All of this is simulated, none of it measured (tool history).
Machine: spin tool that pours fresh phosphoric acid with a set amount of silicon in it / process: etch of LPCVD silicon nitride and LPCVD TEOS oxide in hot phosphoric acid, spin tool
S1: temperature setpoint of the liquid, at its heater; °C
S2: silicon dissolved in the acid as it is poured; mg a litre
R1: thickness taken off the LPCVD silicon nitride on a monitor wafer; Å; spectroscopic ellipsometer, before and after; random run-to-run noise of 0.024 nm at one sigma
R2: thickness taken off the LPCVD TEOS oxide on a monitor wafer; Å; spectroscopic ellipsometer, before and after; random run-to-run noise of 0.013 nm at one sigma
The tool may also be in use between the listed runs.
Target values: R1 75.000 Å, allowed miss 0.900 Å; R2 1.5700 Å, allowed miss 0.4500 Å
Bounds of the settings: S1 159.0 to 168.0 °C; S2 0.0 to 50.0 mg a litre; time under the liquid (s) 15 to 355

run 1 hour=0.0 | S1=164.0 S2=27.5 time_under_the_liquid_(s)=180 | R1=218.890 R2=3.8931
run 2 hour=3.2 | S1=164.0 S2=15.5 time_under_the_liquid_(s)=180 | R1=217.810 R2=6.9084
run 3 hour=8.2 | S1=163.5 S2=16.0 time_under_the_liquid_(s)=155 | R1=184.460 R2=4.7434
run 4 hour=14.2 | S1=163.0 S2=14.0 time_under_the_liquid_(s)=135 | R1=157.940 R2=4.1732
run 5 hour=21.5 | S1=162.5 S2=13.0 time_under_the_liquid_(s)=120 | R1=138.590 R2=4.1529
run 6 hour=23.8 | S1=162.0 S2=14.0 time_under_the_liquid_(s)=110 | R1=124.980 R2=3.1804
run 7 hour=27.3 | S1=161.5 S2=14.0 time_under_the_liquid_(s)=100 | R1=111.780 R2=2.6591
run 8 hour=28.5 | S1=159.0 S2=12.0 time_under_the_liquid_(s)=50 | R1=51.376 R2=1.1920
run 9 hour=31.5 | S1=159.5 S2=13.0 time_under_the_liquid_(s)=50 | R1=52.527 R2=1.2565
run 10 hour=40.1 | S1=160.0 S2=14.0 time_under_the_liquid_(s)=50 | R1=52.888 R2=1.1048
run 11 hour=45.8 | S1=162.5 S2=5.5 time_under_the_liquid_(s)=85 | R1=97.659 R2=3.4094
run 12 hour=48.0 | S1=162.0 S2=7.0 time_under_the_liquid_(s)=85 | R1=96.946 R2=2.6038
run 13 hour=56.3 | S1=159.5 S2=2.0 time_under_the_liquid_(s)=45 | R1=46.974 R2=1.1864
run 14 hour=59.4 | S1=160.0 S2=3.5 time_under_the_liquid_(s)=45 | R1=47.824 R2=1.4170
run 15 hour=62.3 | S1=160.5 S2=5.0 time_under_the_liquid_(s)=45 | R1=48.482 R2=1.4703
run 16 hour=68.3 | S1=161.5 S2=8.5 time_under_the_liquid_(s)=45 | R1=50.384 R2=1.2942
run 17 hour=70.8 | S1=162.0 S2=10.0 time_under_the_liquid_(s)=50 | R1=56.589 R2=1.6919
run 18 hour=75.8 | S1=162.5 S2=13.5 time_under_the_liquid_(s)=55 | R1=63.260 R2=1.9552

Of the 5 settings listed for the next run, only one would bring every result within its allowed miss of target. Which one?
run A hour=80.8 | S1=159.5 S2=6.5 time_under_the_liquid_(s)=65 | R1=? R2=?
run B hour=80.8 | S1=159.5 S2=20.5 time_under_the_liquid_(s)=80 | R1=? R2=?
run C hour=80.8 | S1=162.5 S2=21.5 time_under_the_liquid_(s)=65 | R1=? R2=?
run D hour=80.8 | S1=162.5 S2=0.0 time_under_the_liquid_(s)=60 | R1=? R2=?
run E hour=80.8 | S1=164.0 S2=9.5 time_under_the_liquid_(s)=60 | R1=? R2=?

move=A R1=68.004 R2=1.8961
move=B R1=83.697 R2=1.6600
move=C R1=75.178 R2=1.6340
move=D R1=69.395 R2=2.4764
move=E R1=72.926 R2=2.2857
A: nearer than the last run, and not there yet
B: takes the biggest miss from the last run beyond its target
C: every result within its allowed miss
D: nearer than the last run, and not there yet
E: nearer than the last run, and not there yet
Answer: C

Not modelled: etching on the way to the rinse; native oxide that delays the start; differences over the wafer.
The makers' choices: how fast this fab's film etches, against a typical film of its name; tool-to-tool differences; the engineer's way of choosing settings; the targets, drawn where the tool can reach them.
